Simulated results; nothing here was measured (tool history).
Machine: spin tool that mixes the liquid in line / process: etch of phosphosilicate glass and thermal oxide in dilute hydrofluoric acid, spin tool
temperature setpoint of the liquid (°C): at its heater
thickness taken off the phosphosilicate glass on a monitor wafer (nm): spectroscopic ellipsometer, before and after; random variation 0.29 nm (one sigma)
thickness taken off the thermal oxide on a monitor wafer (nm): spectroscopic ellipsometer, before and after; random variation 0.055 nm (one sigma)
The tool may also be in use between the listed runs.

run,day,temperature setpoint of the liquid (°C),parts of water to one part of 49 % hydrofluoric acid (parts by volume),time under the liquid (s),thickness taken off the phosphosilicate glass on a monitor wafer (nm),thickness taken off the thermal oxide on a monitor wafer (nm)
1,0.000,24.0,200,30,19.735,0.68823
2,0.104,24.0,135,30,31.480,0.96231
3,0.392,24.0,160,30,26.196,0.86020
4,0.621,24.0,225,30,17.475,0.55525
5,0.829,26.5,205,30,21.167,0.66754
6,1.125,24.0,205,30,19.347,0.65309
7,1.358,25.5,185,30,23.326,0.70508
8,1.562,26.0,120,30,38.975,1.23610

Expected results for the next run?
9,1.650,25.0,120,30,?,?

{"run 9": {"thickness taken off the phosphosilicate glass on a monitor wafer (nm)": 37.596, "thickness taken off the thermal oxide on a monitor wafer (nm)": 1.257}}
